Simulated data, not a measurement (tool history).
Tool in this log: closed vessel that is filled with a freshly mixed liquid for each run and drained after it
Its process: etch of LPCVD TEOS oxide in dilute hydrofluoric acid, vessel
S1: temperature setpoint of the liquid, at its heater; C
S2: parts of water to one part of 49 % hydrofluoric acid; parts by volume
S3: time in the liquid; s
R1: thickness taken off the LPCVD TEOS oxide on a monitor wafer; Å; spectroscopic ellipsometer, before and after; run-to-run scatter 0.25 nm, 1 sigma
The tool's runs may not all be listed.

run	hour	S1	S2	S3	R1
1	0.0	23.0	255	95	149.09
2	3.3	24.0	240	95	167.84
3	6.6	24.0	160	95	274.06
4	10.1	24.0	160	95	271.84
5	15.0	24.5	160	95	279.16
6	21.7	22.5	160	95	255.71
7	22.7	23.0	160	95	265.19
8	24.2	23.5	160	95	268.17
# hour 30.7: thermometer replaced
9	30.7	23.5	160	95	255.00
10	34.5	24.0	160	95	260.75
11	42.1	24.5	155	95	276.08

Expected results for the next run?
12	50.0	25.0	155	95	?

R1: 278.98 Å

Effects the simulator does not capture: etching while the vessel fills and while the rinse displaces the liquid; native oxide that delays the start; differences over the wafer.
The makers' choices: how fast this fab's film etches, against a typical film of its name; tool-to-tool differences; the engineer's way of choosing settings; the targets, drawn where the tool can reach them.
